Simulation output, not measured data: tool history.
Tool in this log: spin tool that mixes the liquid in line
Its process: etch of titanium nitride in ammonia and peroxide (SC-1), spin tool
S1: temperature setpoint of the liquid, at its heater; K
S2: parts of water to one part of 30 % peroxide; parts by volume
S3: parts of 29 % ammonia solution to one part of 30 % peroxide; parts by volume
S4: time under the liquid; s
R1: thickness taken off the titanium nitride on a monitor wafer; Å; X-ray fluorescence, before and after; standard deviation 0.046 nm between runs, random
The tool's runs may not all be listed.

run 1 hour=0 | S1=322.15 S2=6.5 S3=0.95 S4=195 | R1=106.43
run 2 hour=2.7 | S1=322.15 S2=6.5 S3=1.05 S4=195 | R1=107.7
run 3 hour=6.5 | S1=320.15 S2=6.5 S3=1.05 S4=195 | R1=93.606
run 4 hour=7.4 | S1=318.65 S2=6.5 S3=1.05 S4=195 | R1=83.664
run 5 hour=13.2 | S1=318.65 S2=5.5 S3=1.05 S4=195 | R1=89.989
run 6 hour=20.9 | S1=317.65 S2=5.5 S3=1.05 S4=195 | R1=85.619

The next listed run, before its measurement:
run 7 hour=25.7 | S1=316.65 S2=5.5 S3=1.05 S4=195 | R1=?

Logged for run 7: R1 78.535 Å.
